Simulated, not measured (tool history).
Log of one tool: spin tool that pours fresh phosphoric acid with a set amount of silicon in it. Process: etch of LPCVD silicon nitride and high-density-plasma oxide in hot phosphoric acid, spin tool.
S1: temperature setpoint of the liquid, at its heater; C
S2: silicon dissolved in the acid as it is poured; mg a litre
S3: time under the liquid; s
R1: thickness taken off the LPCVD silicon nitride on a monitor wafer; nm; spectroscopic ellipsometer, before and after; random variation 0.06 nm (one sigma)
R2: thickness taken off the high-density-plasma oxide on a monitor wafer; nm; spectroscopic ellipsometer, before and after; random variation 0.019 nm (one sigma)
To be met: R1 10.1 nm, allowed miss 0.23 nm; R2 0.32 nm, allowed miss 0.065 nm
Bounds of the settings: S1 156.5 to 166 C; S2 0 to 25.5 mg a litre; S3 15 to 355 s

{"run": 1, "hour": 0.0, "S1": 161, "S2": 11, "S3": 180, "R1": 17.551, "R2": 0.56726}
{"run": 2, "hour": 6.4, "S1": 160.5, "S2": 10, "S3": 165, "R1": 15.644, "R2": 0.52509}
{"run": 3, "hour": 11.0, "S1": 159, "S2": 10, "S3": 165, "R1": 14.925, "R2": 0.42339}
{"run": 4, "hour": 15.6, "S1": 159, "S2": 10, "S3": 125, "R1": 11.135, "R2": 0.40631}
{"run": 5, "hour": 19.9, "S1": 159, "S2": 15, "S3": 125, "R1": 11.335, "R2": 0.33421}
{"run": 6, "hour": 27.8, "S1": 159, "S2": 19.5, "S3": 125, "R1": 11.287, "R2": 0.26611}
{"run": 7, "hour": 35.2, "S1": 158.5, "S2": 18, "S3": 125, "R1": 11.138, "R2": 0.27682}
{"run": 8, "hour": 38.5, "S1": 158, "S2": 16.5, "S3": 125, "R1": 10.887, "R2": 0.30214}
{"run": 9, "hour": 42.4, "S1": 158, "S2": 16, "S3": 125, "R1": 10.913, "R2": 0.29588}
{"run": 10, "hour": 45.5, "S1": 158, "S2": 15, "S3": 125, "R1": 10.875, "R2": 0.28203}
{"run": 11, "hour": 51.6, "S1": 158, "S2": 13.5, "S3": 125, "R1": 10.816, "R2": 0.3404}
{"run": 12, "hour": 53.6, "S1": 157, "S2": 13.5, "S3": 125, "R1": 10.588, "R2": 0.3013}
{"run": 13, "hour": 56.0, "S1": 157, "S2": 13, "S3": 125, "R1": 10.444, "R2": 0.24655}
{"run": 14, "hour": 62.1, "S1": 159.5, "S2": 7, "S3": 100, "R1": 9.2565, "R2": 0.31147}
{"run": 15, "hour": 64.9, "S1": 160, "S2": 8, "S3": 100, "R1": 9.3109, "R2": 0.32827}
{"run": 16, "hour": 70.2, "S1": 160.5, "S2": 9.5, "S3": 100, "R1": 9.494, "R2": 0.34307}
{"run": 17, "hour": 75.5, "S1": 160.5, "S2": 11, "S3": 100, "R1": 9.4055, "R2": 0.33618}
{"run": 18, "hour": 83.9, "S1": 161.5, "S2": 18, "S3": 110, "R1": 10.717, "R2": 0.3196}
{"run": 19, "hour": 92.5, "S1": 161.5, "S2": 17.5, "S3": 110, "R1": 10.878, "R2": 0.36005}
{"run": 20, "hour": 95.7, "S1": 161, "S2": 17, "S3": 110, "R1": 10.673, "R2": 0.2921}

4 next moves are on the table. One of them brings every result within its allowed miss. Which?
{"run": "A", "hour": 98.9, "S1": 159, "S2": 25, "S3": 120, "R1": "?", "R2": "?"}
{"run": "B", "hour": 98.9, "S1": 164, "S2": 0, "S3": 90, "R1": "?", "R2": "?"}
{"run": "C", "hour": 98.9, "S1": 161.5, "S2": 18, "S3": 110, "R1": "?", "R2": "?"}
{"run": "D", "hour": 98.9, "S1": 162.5, "S2": 16.5, "S3": 100, "R1": "?", "R2": "?"}

move=A R1=10.66 R2=0.25067
move=B R1=9.4464 R2=0.49797
move=C R1=10.627 R2=0.341
move=D R1=9.9878 R2=0.34714
A: as far off as the last run
B: takes the result that was furthest off past its target
C: nearer than the last run, and not there yet
D: meets every target
Answer: D
